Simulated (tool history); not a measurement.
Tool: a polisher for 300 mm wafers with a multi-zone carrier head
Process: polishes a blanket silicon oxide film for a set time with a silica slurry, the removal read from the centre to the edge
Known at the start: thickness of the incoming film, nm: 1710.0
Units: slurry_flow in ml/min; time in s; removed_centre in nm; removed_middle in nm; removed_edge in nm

| run | day | slurry_flow | centre_zone | middle_zone | edge_zone | slurry_solids | time | removed_centre | removed_middle | removed_edge |
|---|---|---|---|---|---|---|---|---|---|---|
| 1 | 0.000 | 280 | 1.00 | 1.00 | 1.00 | 1.00 | 46 | 200.46 | 192.90 | 203.34 |
| 2 | 0.167 | 280 | 1.00 | 1.00 | 0.96 | 1.00 | 46 | 199.57 | 190.89 | 197.14 |
| 3 | 0.512 | 290 | 1.03 | 0.99 | 1.01 | 1.05 | 46 | 208.74 | 197.81 | 208.47 |
| 4 | 0.579 | 290 | 1.06 | 0.96 | 1.04 | 1.10 | 46 | 216.25 | 192.82 | 213.01 |
| 5 | 0.888 | 290 | 1.06 | 0.96 | 1.12 | 1.10 | 46 | 220.65 | 190.76 | 220.74 |
| 6 | 1.171 | 290 | 1.06 | 0.96 | 1.12 | 1.10 | 40 | 189.38 | 170.28 | 191.27 |

The next listed run, before its measurement:
| 7 | 1.450 | 290 | 1.08 | 0.95 | 1.13 | 1.20 | 41 | ? | ? | ? |

removed_centre: 202.16 nm
removed_middle: 176.36 nm
removed_edge: 203.26 nm
